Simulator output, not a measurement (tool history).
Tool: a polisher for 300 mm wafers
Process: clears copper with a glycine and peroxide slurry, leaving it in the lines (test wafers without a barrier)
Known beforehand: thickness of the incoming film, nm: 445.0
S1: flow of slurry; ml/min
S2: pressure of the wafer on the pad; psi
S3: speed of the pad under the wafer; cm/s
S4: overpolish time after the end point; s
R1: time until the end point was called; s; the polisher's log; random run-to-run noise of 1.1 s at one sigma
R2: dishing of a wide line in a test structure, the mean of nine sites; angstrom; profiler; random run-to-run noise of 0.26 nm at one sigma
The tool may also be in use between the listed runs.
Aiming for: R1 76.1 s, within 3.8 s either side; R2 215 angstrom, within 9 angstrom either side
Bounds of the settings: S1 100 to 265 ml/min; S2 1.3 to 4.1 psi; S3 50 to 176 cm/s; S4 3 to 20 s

| run | hour | S1 | S2 | S3 | S4 | R1 | R2 |
|---|---|---|---|---|---|---|---|
| 1 | 0 | 170 | 2.7 | 112 | 10 | 64.621 | 390.58 |
| 2 | 5.5 | 175 | 2.6 | 112 | 9 | 65.897 | 354.23 |
| 3 | 8.5 | 175 | 2.6 | 112 | 12 | 66.803 | 437.4 |
| 4 | 9.4 | 175 | 3.1 | 112 | 12 | 55.048 | 483.13 |
| 5 | 17.2 | 180 | 3 | 108 | 10 | 58.18 | 415.72 |
| 6 | 18.7 | 180 | 3 | 108 | 12 | 60.025 | 478.49 |
| 7 | 24 | 180 | 2.8 | 110 | 10 | 61.901 | 398.04 |
| 8 | 29 | 185 | 2.7 | 110 | 9 | 62.268 | 354.65 |
| 9 | 35 | 190 | 2.5 | 110 | 8 | 67.781 | 312.17 |
| 10 | 38.8 | 195 | 2.4 | 110 | 7 | 70.983 | 267.19 |
| 11 | 39.3 | 200 | 2.3 | 110 | 7 | 72.009 | 258.31 |
| 12 | 42.9 | 210 | 2.2 | 110 | 7 | 75.259 | 258.91 |
| 13 | 49.9 | 175 | 2.2 | 108 | 5 | 76.031 | 185.22 |
| 14 | 51.2 | 180 | 2.2 | 108 | 5 | 76.164 | 184.66 |
| 15 | 53.1 | 185 | 2.2 | 108 | 5 | 76.477 | 184.7 |
| 16 | 54.7 | 190 | 2.2 | 108 | 5 | 76.756 | 184.07 |
| 17 | 58.9 | 200 | 2.2 | 108 | 5 | 76.237 | 186.8 |
| 18 | 65.2 | 200 | 2.2 | 106 | 7 | 77.134 | 249.64 |
| 19 | 68 | 195 | 2.2 | 106 | 7 | 78.639 | 249.47 |
| 20 | 75.8 | 190 | 2.2 | 106 | 7 | 76.093 | 245.66 |
| 21 | 80 | 185 | 2.2 | 106 | 7 | 76.719 | 246.37 |
| 22 | 86.1 | 180 | 2.2 | 106 | 7 | 78.67 | 245.73 |

Which of these 5 next moves meets every target?
| A | 92.2 | 185 | 1.9 | 126 | 6 | ? | ? |
| B | 92.2 | 180 | 3 | 86 | 5 | ? | ? |
| C | 92.2 | 200 | 2 | 138 | 6 | ? | ? |
| D | 92.2 | 245 | 2.7 | 100 | 5 | ? | ? |
| E | 92.2 | 200 | 2.3 | 116 | 6 | ? | ? |

| move | R1 | R2 |
|---|---|---|
| A | 74.501 | 217.16 |
| B | 70.414 | 197.24 |
| C | 65.655 | 242.06 |
| D | 65.233 | 210.34 |
| E | 67.507 | 238.04 |
A: every result lands within tolerance
B: takes the result that was furthest off past its target
C: moves toward the targets from the last run without getting all of them in spec
D: gets the furthest-off result to its target, but another result is out of tolerance
E: moves toward the targets from the last run without getting all of them in spec
A meets every target.
